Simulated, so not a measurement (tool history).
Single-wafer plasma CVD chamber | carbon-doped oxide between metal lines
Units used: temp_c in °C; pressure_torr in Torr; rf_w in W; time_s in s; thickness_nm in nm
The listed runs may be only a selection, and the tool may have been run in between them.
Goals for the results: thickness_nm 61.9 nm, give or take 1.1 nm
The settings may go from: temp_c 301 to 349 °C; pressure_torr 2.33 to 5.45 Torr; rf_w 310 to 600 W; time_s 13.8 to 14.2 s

run	day	temp_c	pressure_torr	rf_w	time_s	thickness_nm
1	0	325	3.89	455	13.8	67.213
2	0.104	329	3.75	450	13.8	65.661
3	0.179	332	3.64	445	13.8	64.237
4	0.392	334	3.57	445	13.8	63.441
5	0.679	334	3.57	505	13.8	67.996
6	0.958	337	3.4	495	13.8	66.778
7	1.129	339	3.33	485	13.8	65.783
8	1.383	341	3.29	475	13.8	63.968
9	1.454	342	3.25	470	13.8	63.516

Of the 5 settings listed for the next run, only one would bring every result within its allowed miss of target. Which one?
A	1.525	342	3.64	425	13.8	?
B	1.525	346	2.83	460	14	?
C	1.525	323	3.1	385	13.8	?
D	1.525	344	3.03	445	13.8	?
E	1.525	349	3.24	440	13.8	?

move	thickness_nm
A	60.137
B	62.116
C	59.481
D	60.563
E	59.48
A: carries the result that was furthest off beyond its target, to the other side
B: all results land within tolerance of their targets
C: carries the result that was furthest off beyond its target, to the other side
D: carries the result that was furthest off beyond its target, to the other side
E: carries the result that was furthest off beyond its target, to the other side
Move B is the one to make.
